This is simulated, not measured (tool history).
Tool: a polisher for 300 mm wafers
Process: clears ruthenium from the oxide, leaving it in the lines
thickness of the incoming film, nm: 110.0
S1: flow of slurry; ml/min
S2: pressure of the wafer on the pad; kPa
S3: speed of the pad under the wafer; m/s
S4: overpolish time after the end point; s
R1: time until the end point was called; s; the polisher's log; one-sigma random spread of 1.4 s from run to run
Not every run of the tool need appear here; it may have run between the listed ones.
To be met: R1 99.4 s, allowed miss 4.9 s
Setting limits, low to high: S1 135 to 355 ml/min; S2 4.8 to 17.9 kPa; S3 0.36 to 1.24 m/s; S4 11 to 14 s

run 1 hour=0 | S1=225 S2=11 S3=0.8 S4=14 | R1=154.85
run 2 hour=2.9 | S1=225 S2=12.4 S3=0.8 S4=14 | R1=145.79
run 3 hour=4.9 | S1=225 S2=13.8 S3=0.82 S4=14 | R1=129.99
run 4 hour=12 | S1=225 S2=14.5 S3=0.82 S4=14 | R1=126.88
run 5 hour=16 | S1=225 S2=15.2 S3=0.84 S4=14 | R1=119.55
run 6 hour=23.7 | S1=190 S2=15.2 S3=0.84 S4=14 | R1=119.64
run 7 hour=30.1 | S1=190 S2=15.9 S3=0.84 S4=14 | R1=115.24
run 8 hour=37.7 | S1=190 S2=17.9 S3=0.86 S4=14 | R1=105.54

Which of these 5 next moves meets every target?
run A hour=45.3 | S1=185 S2=17.9 S3=1.02 S4=11 | R1=?
run B hour=45.3 | S1=135 S2=15.9 S3=0.88 S4=14 | R1=?
run C hour=45.3 | S1=195 S2=17.9 S3=0.98 S4=11 | R1=?
run D hour=45.3 | S1=215 S2=17.9 S3=1.02 S4=14 | R1=?
run E hour=45.3 | S1=225 S2=17.9 S3=0.88 S4=14 | R1=?

move=A R1=90.224
move=B R1=117.38
move=C R1=93.414
move=D R1=89.138
move=E R1=102.56
A: pushes the last run's worst result past its target
B: further off than the last run
C: pushes the last run's worst result past its target
D: pushes the last run's worst result past its target
E: every result lands within tolerance
Move E is the one to make.
